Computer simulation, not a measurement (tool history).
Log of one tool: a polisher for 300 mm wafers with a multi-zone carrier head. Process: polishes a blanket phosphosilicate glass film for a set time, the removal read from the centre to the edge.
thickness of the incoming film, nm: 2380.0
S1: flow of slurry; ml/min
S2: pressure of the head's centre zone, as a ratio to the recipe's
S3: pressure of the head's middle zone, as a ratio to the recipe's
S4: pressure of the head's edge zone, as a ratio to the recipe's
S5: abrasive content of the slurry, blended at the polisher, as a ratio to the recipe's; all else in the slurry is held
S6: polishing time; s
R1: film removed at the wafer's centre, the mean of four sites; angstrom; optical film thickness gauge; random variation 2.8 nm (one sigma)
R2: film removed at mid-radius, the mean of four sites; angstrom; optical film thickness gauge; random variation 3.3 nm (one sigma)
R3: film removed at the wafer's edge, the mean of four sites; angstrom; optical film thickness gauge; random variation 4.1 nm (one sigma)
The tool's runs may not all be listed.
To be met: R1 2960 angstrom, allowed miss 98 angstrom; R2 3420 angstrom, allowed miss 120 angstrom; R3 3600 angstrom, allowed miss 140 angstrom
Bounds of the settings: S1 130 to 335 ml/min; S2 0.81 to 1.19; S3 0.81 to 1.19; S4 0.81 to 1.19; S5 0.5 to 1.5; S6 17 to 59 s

run    day   S1    S2    S3    S4    S5  S6      R1      R2      R3
  1      0  215     1     1     1     1  38  4405.3  4419.7  4432.7
  2  0.092  205  0.95  0.98  0.99   0.9  38  3958.4    4131  4197.5
  3  0.417  205  0.95  0.98  0.99   0.9  30  3087.2    3274  3300.8
  4  0.533  205  0.95  0.98  0.99  0.75  30  2867.1  3070.8  3083.3
  5  0.883  205  0.95  1.02  0.99  0.75  30  2907.9  3100.4  3044.7
  6  0.988  220  0.93  1.02  1.03   0.8  30  2902.6    3202  3179.1
  7  1.233  245  0.91  1.02  1.13  0.95  30  3114.1  3420.6  3655.5
  8  1.462  240   0.9  1.02  1.13  0.95  30  3088.8  3502.6    3611

4 next moves are on the table. One of them brings every result within its allowed miss. Which?
  A  1.692  320  0.87     1  1.11  1.05  28   ?   ?   ?
  B  1.692  230  0.86  1.16  1.07  0.85  31   ?   ?   ?
  C  1.692  240  1.02  1.12  1.09     1  29   ?   ?   ?
  D  1.692  260  0.95  1.06  1.07     1  29   ?   ?   ?

move      R1      R2      R3
   A  2961.2    3405  3580.8
   B  2853.7    3615  3465.6
   C  3410.1  3561.1  3513.9
   D  3208.9  3490.4  3509.6
A: meets every target
B: takes the result that was furthest off past its target
C: further off than the last run
D: further off than the last run
The right move is A.
